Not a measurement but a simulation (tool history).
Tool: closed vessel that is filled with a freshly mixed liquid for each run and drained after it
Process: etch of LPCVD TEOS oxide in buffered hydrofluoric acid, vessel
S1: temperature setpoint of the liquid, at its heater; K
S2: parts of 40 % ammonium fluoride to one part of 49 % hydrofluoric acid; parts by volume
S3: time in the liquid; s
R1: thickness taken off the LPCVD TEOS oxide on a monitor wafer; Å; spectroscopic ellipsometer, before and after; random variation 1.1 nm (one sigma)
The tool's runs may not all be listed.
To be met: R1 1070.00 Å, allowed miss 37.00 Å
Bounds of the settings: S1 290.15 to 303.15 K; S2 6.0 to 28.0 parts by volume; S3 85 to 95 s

{"run": 1, "hour": 0.0, "S1": 295.15, "S2": 17.0, "S3": 85, "R1": 712.66}
{"run": 2, "hour": 3.9, "S1": 295.15, "S2": 12.5, "S3": 85, "R1": 951.56}
{"run": 3, "hour": 10.8, "S1": 295.15, "S2": 7.5, "S3": 85, "R1": 1570.9}
{"run": 4, "hour": 12.1, "S1": 295.15, "S2": 7.5, "S3": 95, "R1": 1683.2}
{"run": 5, "hour": 19.9, "S1": 291.65, "S2": 7.5, "S3": 95, "R1": 1419.7}
{"run": 6, "hour": 28.6, "S1": 291.65, "S2": 7.5, "S3": 95, "R1": 1411.9}
{"run": 7, "hour": 29.8, "S1": 290.15, "S2": 11.5, "S3": 95, "R1": 872.43}
{"run": 8, "hour": 33.9, "S1": 290.65, "S2": 11.5, "S3": 95, "R1": 893.72}
{"run": 9, "hour": 38.4, "S1": 294.15, "S2": 11.0, "S3": 95, "R1": 1122.4}

Which of these 5 next moves meets every target?
{"run": "A", "hour": 42.9, "S1": 293.65, "S2": 11.5, "S3": 95, "R1": "?"}
{"run": "B", "hour": 42.9, "S1": 293.15, "S2": 9.0, "S3": 90, "R1": "?"}
{"run": "C", "hour": 42.9, "S1": 294.65, "S2": 11.0, "S3": 95, "R1": "?"}
{"run": "D", "hour": 42.9, "S1": 295.15, "S2": 10.5, "S3": 90, "R1": "?"}
{"run": "E", "hour": 42.9, "S1": 293.65, "S2": 10.5, "S3": 95, "R1": "?"}

move=A R1=1053.70
move=B R1=1188.80
move=C R1=1163.40
move=D R1=1185.70
move=E R1=1151.50
A: meets every target
B: further off than the last run
C: further off than the last run
D: further off than the last run
E: further off than the last run
The right move is A.
